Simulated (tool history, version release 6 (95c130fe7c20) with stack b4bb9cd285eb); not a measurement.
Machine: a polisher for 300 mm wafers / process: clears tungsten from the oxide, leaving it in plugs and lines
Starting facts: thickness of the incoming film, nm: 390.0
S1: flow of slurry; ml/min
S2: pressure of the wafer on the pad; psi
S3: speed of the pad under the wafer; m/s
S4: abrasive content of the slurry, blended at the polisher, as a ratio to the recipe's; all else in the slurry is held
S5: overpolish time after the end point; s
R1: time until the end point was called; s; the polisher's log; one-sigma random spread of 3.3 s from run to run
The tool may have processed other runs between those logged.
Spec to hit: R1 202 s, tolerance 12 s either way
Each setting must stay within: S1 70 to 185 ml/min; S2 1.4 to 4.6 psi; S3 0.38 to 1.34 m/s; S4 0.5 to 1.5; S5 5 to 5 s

run  hour   S1   S2    S3   S4  S5      R1
  1     0  120    3  0.86    1   5  134.39
  2   7.6  120    3  0.98    1   5  115.62
  3   8.3  130    3  0.98    1   5  114.69
  4  15.5  130  2.7  0.96    1   5  129.77
  5  22.2  130  2.7  0.96  0.9   5   129.3
  6  28.7  130  2.4  0.94  0.9   5  147.34
  7  33.9  130  2.2  0.94  0.9   5  159.79
  8  40.2  130  2.1  0.94  0.9   5  166.63
  9  41.1  125  1.5  0.92  0.9   5  221.26

Which single option among these 4 for the next run brings every result within its allowed miss of target? Just one does.
  A    42  170  2.1  0.88  0.8   5   ?
  B    42  120  1.6   1.1  0.9   5   ?
  C    42  140  1.4  0.86  0.9   5   ?
  D    42  125  1.9  0.88  0.8   5   ?

move      R1
   A  176.46
   B  182.13
   C  249.82
   D  201.38
A: takes the result that was furthest off past its target
B: takes the result that was furthest off past its target
C: the biggest miss grows against the last run
D: every result within its allowed miss
D is the move that brings every result within its allowed miss.
